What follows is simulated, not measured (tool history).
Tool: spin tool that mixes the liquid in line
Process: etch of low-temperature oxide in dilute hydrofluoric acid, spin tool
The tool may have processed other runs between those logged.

run  hour  temperature setpoint of the liquid (C)  parts of water to one part of 49 % hydrofluoric acid (parts by volume)  time under the liquid (s)  thickness taken off the low-temperature oxide on a monitor wafer (angstrom)
  1   0.0                                    26.0                                                                     110                        155                                                                       556.53
  2   4.0                                    28.5                                                                     110                        155                                                                       608.50
  3   9.6                                    29.5                                                                     105                        155                                                                       665.49
  4  13.4                                    29.5                                                                     130                        155                                                                       522.86
  5  15.2                                    30.5                                                                     120                        155                                                                       588.31
  6  22.6                                    31.0                                                                     115                        155                                                                       636.95
  7  30.7                                    34.0                                                                      90                        155                                                                       945.16

Forecast run 8:
  8  35.6                                    33.5                                                                      90                        155                                                                            ?

thickness taken off the low-temperature oxide on a monitor wafer (angstrom): 932.65

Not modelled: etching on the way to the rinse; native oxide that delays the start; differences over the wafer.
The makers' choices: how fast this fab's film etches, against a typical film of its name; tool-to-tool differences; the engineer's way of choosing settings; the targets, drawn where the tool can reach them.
